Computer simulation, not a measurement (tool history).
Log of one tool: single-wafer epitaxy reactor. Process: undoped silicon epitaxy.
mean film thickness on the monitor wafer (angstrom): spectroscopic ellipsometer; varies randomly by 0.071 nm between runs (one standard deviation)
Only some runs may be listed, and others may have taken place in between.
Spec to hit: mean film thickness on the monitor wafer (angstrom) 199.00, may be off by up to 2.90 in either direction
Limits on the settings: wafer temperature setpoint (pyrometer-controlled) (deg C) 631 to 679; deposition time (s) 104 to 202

run	hour	wafer temperature setpoint (pyrometer-controlled) (deg C)	deposition time (s)	mean film thickness on the monitor wafer (angstrom)
1	0.0	655	153	280.04
2	2.3	651	153	253.05
3	3.5	651	132	218.03
4	10.6	644	132	182.89
5	13.5	644	141	195.19
6	19.6	644	156	216.00
7	21.6	643	156	210.06
8	22.9	642	156	205.45

4 candidate next runs follow, results not yet known. Just one meets every target within its allowed miss. Identify it.
A	24.2	644	149	?
B	24.2	639	171	?
C	24.2	642	158	?
D	24.2	642	151	?

move	mean film thickness on the monitor wafer (angstrom)
A	207.37
B	209.37
C	208.95
D	199.70
A: its largest miss is bigger than the last run's
B: its largest miss is bigger than the last run's
C: its largest miss is bigger than the last run's
D: every result lands within tolerance
Go with D: it meets all targets.
